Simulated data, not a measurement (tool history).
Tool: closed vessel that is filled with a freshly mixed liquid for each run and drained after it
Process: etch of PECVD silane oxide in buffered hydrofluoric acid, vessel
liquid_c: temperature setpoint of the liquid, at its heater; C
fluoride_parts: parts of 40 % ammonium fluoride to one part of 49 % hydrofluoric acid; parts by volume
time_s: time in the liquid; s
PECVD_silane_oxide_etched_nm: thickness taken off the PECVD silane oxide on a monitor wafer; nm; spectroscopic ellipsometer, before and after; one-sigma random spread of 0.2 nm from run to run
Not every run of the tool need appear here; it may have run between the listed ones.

run 1 hour=0.0 | liquid_c=23.0 fluoride_parts=24.0 time_s=35 | PECVD_silane_oxide_etched_nm=29.624
run 2 hour=9.3 | liquid_c=23.0 fluoride_parts=24.0 time_s=35 | PECVD_silane_oxide_etched_nm=29.856
run 3 hour=10.3 | liquid_c=23.0 fluoride_parts=24.0 time_s=30 | PECVD_silane_oxide_etched_nm=25.593
run 4 hour=13.4 | liquid_c=23.0 fluoride_parts=26.5 time_s=30 | PECVD_silane_oxide_etched_nm=23.804
run 5 hour=19.9 | liquid_c=26.0 fluoride_parts=26.5 time_s=30 | PECVD_silane_oxide_etched_nm=28.019
run 6 hour=22.0 | liquid_c=27.5 fluoride_parts=22.5 time_s=30 | PECVD_silane_oxide_etched_nm=34.213
run 7 hour=24.3 | liquid_c=28.5 fluoride_parts=19.5 time_s=30 | PECVD_silane_oxide_etched_nm=39.914
run 8 hour=28.2 | liquid_c=29.5 fluoride_parts=17.5 time_s=30 | PECVD_silane_oxide_etched_nm=46.774
run 9 hour=34.8 | liquid_c=30.0 fluoride_parts=17.0 time_s=30 | PECVD_silane_oxide_etched_nm=49.702

What will run 10 give?
run 10 hour=40.8 | liquid_c=30.5 fluoride_parts=17.0 time_s=30 | PECVD_silane_oxide_etched_nm=?

{"run 10": {"PECVD_silane_oxide_etched_nm": 50.554}}
